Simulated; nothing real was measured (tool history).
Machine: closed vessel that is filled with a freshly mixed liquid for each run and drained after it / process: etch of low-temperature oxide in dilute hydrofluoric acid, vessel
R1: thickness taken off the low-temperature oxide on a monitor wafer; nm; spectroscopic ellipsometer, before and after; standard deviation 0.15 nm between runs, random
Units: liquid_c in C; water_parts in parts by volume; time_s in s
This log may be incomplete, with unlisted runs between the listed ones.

{"run": 1, "hour": 0.0, "liquid_c": 22, "water_parts": 175, "time_s": 135, "R1": 20.534}
{"run": 2, "hour": 3.6, "liquid_c": 20.5, "water_parts": 175, "time_s": 135, "R1": 19.425}
{"run": 3, "hour": 9.0, "liquid_c": 22.5, "water_parts": 160, "time_s": 135, "R1": 23.411}
{"run": 4, "hour": 16.3, "liquid_c": 24, "water_parts": 150, "time_s": 135, "R1": 26.55}
{"run": 5, "hour": 21.2, "liquid_c": 24, "water_parts": 115, "time_s": 135, "R1": 36.228}
{"run": 6, "hour": 24.7, "liquid_c": 24, "water_parts": 115, "time_s": 145, "R1": 38.989}
{"run": 7, "hour": 32.4, "liquid_c": 24.5, "water_parts": 115, "time_s": 145, "R1": 39.563}
{"run": 8, "hour": 33.2, "liquid_c": 25, "water_parts": 115, "time_s": 145, "R1": 40.437}
{"run": 9, "hour": 37.8, "liquid_c": 25.5, "water_parts": 115, "time_s": 145, "R1": 41.035}

Run 10 comes next. What will it give?
{"run": 10, "hour": 46.3, "liquid_c": 26, "water_parts": 115, "time_s": 145, "R1": "?"}

Run 10 produced R1 41.974 nm.
